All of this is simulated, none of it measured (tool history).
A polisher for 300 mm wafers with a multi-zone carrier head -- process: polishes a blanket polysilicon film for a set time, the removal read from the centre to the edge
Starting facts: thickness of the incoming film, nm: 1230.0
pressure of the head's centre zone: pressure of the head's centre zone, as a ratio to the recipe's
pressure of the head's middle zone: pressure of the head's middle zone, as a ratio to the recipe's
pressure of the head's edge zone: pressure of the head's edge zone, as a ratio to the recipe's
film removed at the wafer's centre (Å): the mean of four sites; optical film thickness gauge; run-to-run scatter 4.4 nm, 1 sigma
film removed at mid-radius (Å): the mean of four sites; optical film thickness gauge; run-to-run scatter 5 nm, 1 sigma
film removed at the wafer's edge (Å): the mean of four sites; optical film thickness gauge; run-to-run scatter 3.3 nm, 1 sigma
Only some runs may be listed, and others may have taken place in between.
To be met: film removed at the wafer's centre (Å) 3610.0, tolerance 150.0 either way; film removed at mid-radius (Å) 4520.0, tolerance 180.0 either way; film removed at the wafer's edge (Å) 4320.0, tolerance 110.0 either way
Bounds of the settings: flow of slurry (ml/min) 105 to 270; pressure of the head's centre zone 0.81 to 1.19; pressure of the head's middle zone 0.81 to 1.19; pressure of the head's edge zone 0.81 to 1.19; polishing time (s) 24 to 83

run	hour	flow of slurry (ml/min)	pressure of the head's centre zone	pressure of the head's middle zone	pressure of the head's edge zone	polishing time (s)	film removed at the wafer's centre (Å)	film removed at mid-radius (Å)	film removed at the wafer's edge (Å)
1	0.0	175	1.00	1.00	1.00	53	5059.8	5124.6	4990.6
2	2.7	175	1.09	1.00	1.00	53	5488.7	5241.2	5056.5
3	6.5	165	1.05	1.01	1.00	52	5147.7	5173.7	4916.0
4	8.0	160	1.01	1.01	1.00	51	5018.9	4957.5	4764.9
5	14.1	175	0.98	1.02	1.01	49	4681.0	4870.4	4709.0
6	15.3	180	0.96	1.03	1.02	48	4329.9	4797.4	4682.2
7	19.1	145	0.86	1.03	0.95	46	3655.1	4453.0	4149.3
8	26.5	145	0.86	1.03	0.96	46	3655.5	4443.7	4126.8
9	35.3	155	0.82	1.02	1.03	47	3627.7	4518.6	4505.1
10	39.3	155	0.82	1.02	1.02	47	3514.5	4602.4	4488.6

5 next moves are on the table. One of them brings every result within its allowed miss. Which?
A	43.3	105	1.03	0.98	0.97	47	?	?	?
B	43.3	115	0.86	0.97	1.02	51	?	?	?
C	43.3	185	0.87	1.07	1.04	48	?	?	?
D	43.3	115	0.88	1.07	1.01	48	?	?	?
E	43.3	135	0.89	1.01	1.03	44	?	?	?

move	film removed at the wafer's centre (Å)	film removed at mid-radius (Å)	film removed at the wafer's edge (Å)
A	4039.6	3958.3	4040.8
B	3781.3	4388.0	4581.8
C	4070.8	4984.7	4694.7
D	3644.3	4474.2	4286.2
E	3548.9	4085.4	4091.8
A: moves the result that the last run missed by most past its target, out the other side
B: its largest miss is bigger than the last run's
C: its largest miss is bigger than the last run's
D: all results in spec
E: moves the result that the last run missed by most past its target, out the other side
Go with D: it meets all targets.
